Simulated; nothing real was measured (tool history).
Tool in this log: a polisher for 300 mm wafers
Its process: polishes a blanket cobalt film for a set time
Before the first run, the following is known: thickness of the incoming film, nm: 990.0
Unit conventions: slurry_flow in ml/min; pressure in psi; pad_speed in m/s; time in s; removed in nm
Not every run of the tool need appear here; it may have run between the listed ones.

Run 1, hour 0.0: slurry_flow 260 ml/min, pressure 1.4 psi, pad_speed 0.76 m/s, time 16 s. Result: removed 36.510 nm.
Run 2, hour 9.0: slurry_flow 260 ml/min, pressure 1.3 psi, pad_speed 0.76 m/s, time 16 s. Result: removed 34.250 nm.
Run 3, hour 10.3: slurry_flow 260 ml/min, pressure 1.3 psi, pad_speed 0.76 m/s, time 16 s. Result: removed 34.752 nm.
Run 4, hour 13.4: slurry_flow 260 ml/min, pressure 1.2 psi, pad_speed 0.76 m/s, time 16 s. Result: removed 32.852 nm.
Run 5, hour 18.6: slurry_flow 260 ml/min, pressure 1.4 psi, pad_speed 0.76 m/s, time 16 s. Result: removed 36.391 nm.
Run 6, hour 27.5: slurry_flow 260 ml/min, pressure 1.3 psi, pad_speed 0.76 m/s, time 16 s. Result: removed 34.132 nm.
Run 7, hour 32.9: slurry_flow 260 ml/min, pressure 1.2 psi, pad_speed 0.76 m/s, time 16 s. Result: removed 32.396 nm.
Run 8, hour 36.9: slurry_flow 260 ml/min, pressure 1.1 psi, pad_speed 0.76 m/s, time 16 s. Result: removed 30.769 nm.
Run 9, hour 45.8: slurry_flow 260 ml/min, pressure 1.0 psi, pad_speed 0.76 m/s, time 16 s. Result: removed 28.877 nm.
Run 10, hour 51.7: slurry_flow 255 ml/min, pressure 0.9 psi, pad_speed 0.76 m/s, time 16 s. Result: removed 26.576 nm.
Run 11, hour 53.2: slurry_flow 250 ml/min, pressure 0.9 psi, pad_speed 0.76 m/s, time 16 s. Result: removed 26.871 nm.

Forecast run 12:
Run 12, hour 61.9: slurry_flow 245 ml/min, pressure 0.9 psi, pad_speed 0.76 m/s, time 16 s. Result: removed ?.

Run 12 measured removed 26.692 nm.

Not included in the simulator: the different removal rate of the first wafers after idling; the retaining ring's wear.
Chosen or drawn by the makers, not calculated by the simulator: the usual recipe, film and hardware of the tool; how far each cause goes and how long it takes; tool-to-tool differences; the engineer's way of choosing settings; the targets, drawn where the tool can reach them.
